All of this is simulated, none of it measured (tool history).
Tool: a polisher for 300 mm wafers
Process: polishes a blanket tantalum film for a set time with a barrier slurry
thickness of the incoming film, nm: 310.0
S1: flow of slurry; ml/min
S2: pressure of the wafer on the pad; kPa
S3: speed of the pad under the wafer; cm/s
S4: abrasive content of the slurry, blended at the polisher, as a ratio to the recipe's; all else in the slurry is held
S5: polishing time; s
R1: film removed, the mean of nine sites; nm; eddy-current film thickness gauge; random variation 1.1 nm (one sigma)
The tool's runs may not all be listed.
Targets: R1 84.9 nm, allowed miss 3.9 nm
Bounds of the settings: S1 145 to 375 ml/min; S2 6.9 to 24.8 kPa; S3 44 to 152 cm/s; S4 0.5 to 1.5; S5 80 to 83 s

Run 1, hour 0: S1 240 ml/min, S2 15.9 kPa, S3 98 cm/s, S4 1, S5 80 s. Result: R1 128.24 nm.
Run 2, hour 1.2: S1 240 ml/min, S2 14.5 kPa, S3 98 cm/s, S4 1, S5 80 s. Result: R1 121.31 nm.
Run 3, hour 8.5: S1 240 ml/min, S2 14.5 kPa, S3 98 cm/s, S4 1, S5 83 s. Result: R1 122.87 nm.
Run 4, hour 15.4: S1 240 ml/min, S2 11.7 kPa, S3 98 cm/s, S4 1, S5 83 s. Result: R1 104.12 nm.
Run 5, hour 18.2: S1 240 ml/min, S2 11 kPa, S3 98 cm/s, S4 1, S5 83 s. Result: R1 98.652 nm.
Run 6, hour 19.1: S1 240 ml/min, S2 15.2 kPa, S3 98 cm/s, S4 1, S5 83 s. Result: R1 130.32 nm.
Run 7, hour 24.1: S1 240 ml/min, S2 11 kPa, S3 94 cm/s, S4 1, S5 83 s. Result: R1 92.543 nm.
Run 8, hour 29.5: S1 240 ml/min, S2 10.3 kPa, S3 94 cm/s, S4 1, S5 83 s. Result: R1 89.302 nm.

4 next moves are on the table. One of them brings every result within its allowed miss. Which?
Run A, hour 34.9: S1 270 ml/min, S2 9.7 kPa, S3 116 cm/s, S4 0.95, S5 83 s. Result: R1 ?.
Run B, hour 34.9: S1 255 ml/min, S2 10.3 kPa, S3 90 cm/s, S4 0.95, S5 81 s. Result: R1 ?.
Run C, hour 34.9: S1 295 ml/min, S2 10.3 kPa, S3 102 cm/s, S4 0.85, S5 83 s. Result: R1 ?.
Run D, hour 34.9: S1 245 ml/min, S2 11.7 kPa, S3 88 cm/s, S4 1, S5 83 s. Result: R1 ?.

move      R1
   A   94.99
   B  81.556
   C  90.052
   D    92.3
A: further off than the last run
B: meets every target
C: further off than the last run
D: further off than the last run
The right move is B.

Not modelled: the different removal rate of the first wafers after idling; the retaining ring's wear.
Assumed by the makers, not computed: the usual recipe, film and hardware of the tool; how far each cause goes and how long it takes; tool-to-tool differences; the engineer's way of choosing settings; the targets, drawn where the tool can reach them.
